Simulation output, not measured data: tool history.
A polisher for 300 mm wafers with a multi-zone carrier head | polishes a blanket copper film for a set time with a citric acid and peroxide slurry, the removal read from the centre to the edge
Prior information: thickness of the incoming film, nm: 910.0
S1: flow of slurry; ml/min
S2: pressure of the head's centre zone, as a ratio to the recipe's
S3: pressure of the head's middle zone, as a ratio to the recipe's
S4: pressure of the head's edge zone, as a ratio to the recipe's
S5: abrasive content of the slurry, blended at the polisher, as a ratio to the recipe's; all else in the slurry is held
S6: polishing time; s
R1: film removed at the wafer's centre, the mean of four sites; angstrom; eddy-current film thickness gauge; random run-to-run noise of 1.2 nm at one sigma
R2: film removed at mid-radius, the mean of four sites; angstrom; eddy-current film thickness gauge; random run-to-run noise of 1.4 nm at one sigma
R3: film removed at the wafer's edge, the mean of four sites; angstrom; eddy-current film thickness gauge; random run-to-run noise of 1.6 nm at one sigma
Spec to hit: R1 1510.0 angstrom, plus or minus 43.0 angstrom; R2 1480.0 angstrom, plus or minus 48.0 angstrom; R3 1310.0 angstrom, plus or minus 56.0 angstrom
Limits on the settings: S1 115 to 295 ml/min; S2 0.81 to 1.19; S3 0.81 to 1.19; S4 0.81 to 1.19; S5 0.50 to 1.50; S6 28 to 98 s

run  hour   S1    S2    S3    S4    S5  S6      R1      R2      R3
  1   0.0  190  1.00  1.00  1.00  1.00  63  1578.3  1540.7  1570.7
  2   3.7  190  1.00  1.08  1.00  1.00  63  1590.2  1685.5  1581.5
  3   8.1  185  1.01  1.07  0.95  0.95  63  1601.6  1636.5  1526.7
  4   8.7  180  1.01  1.07  0.91  0.85  63  1518.1  1560.0  1431.0
  5  12.9  175  1.02  1.07  0.88  0.85  63  1568.4  1576.1  1414.5
  6  16.7  175  1.02  1.13  0.88  0.85  63  1564.1  1633.3  1401.9
  7  22.4  165  1.02  1.11  0.86  0.85  63  1512.1  1605.0  1361.4
     25.2  -- edge zone pressure recalibrated
  8  25.2  155  1.07  1.01  0.84  0.80  63  1532.1  1433.5  1362.0
  9  30.9  155  1.07  1.02  0.83  0.80  63  1564.9  1440.1  1398.1

4 candidate next runs follow, results not yet known. Just one meets every target within its allowed miss. Identify it.
  A  36.6  155  1.11  0.94  0.83  0.70  67   ?   ?   ?
  B  36.6  150  1.09  1.12  0.85  0.75  61   ?   ?   ?
  C  36.6  160  1.07  0.91  0.88  0.80  69   ?   ?   ?
  D  36.6  130  1.10  1.00  0.91  0.85  65   ?   ?   ?

move      R1      R2      R3
   A  1658.1  1391.0  1392.7
   B  1501.0  1487.2  1295.8
   C  1716.8  1454.0  1531.9
   D  1610.6  1442.4  1441.2
A: moves away from the targets compared with the last run
B: each result inside its tolerance
C: moves away from the targets compared with the last run
D: moves away from the targets compared with the last run
Correct choice: B, which meets every target
